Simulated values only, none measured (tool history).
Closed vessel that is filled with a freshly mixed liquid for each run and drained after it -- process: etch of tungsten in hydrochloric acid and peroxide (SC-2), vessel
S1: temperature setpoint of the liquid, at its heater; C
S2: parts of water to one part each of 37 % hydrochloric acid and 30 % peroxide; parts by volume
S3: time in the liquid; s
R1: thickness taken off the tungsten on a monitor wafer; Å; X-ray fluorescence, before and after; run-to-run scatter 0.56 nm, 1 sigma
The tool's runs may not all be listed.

run	hour	S1	S2	S3	R1
1	0.0	55.0	8.0	100	256.28
2	6.5	55.0	6.0	100	321.14
3	15.7	56.5	6.0	100	349.99
4	25.0	56.5	4.0	100	477.56
5	27.2	57.0	4.0	100	483.89
6	35.8	57.0	6.5	100	341.18
7	43.3	58.5	6.5	100	381.58
8	47.3	58.5	6.5	100	374.55
# hour 49.8: thermometer replaced
9	49.8	59.5	6.5	100	462.27

Forecast run 10:
10	58.2	60.0	6.5	100	?

Run 10 measured R1 471.28 Å.

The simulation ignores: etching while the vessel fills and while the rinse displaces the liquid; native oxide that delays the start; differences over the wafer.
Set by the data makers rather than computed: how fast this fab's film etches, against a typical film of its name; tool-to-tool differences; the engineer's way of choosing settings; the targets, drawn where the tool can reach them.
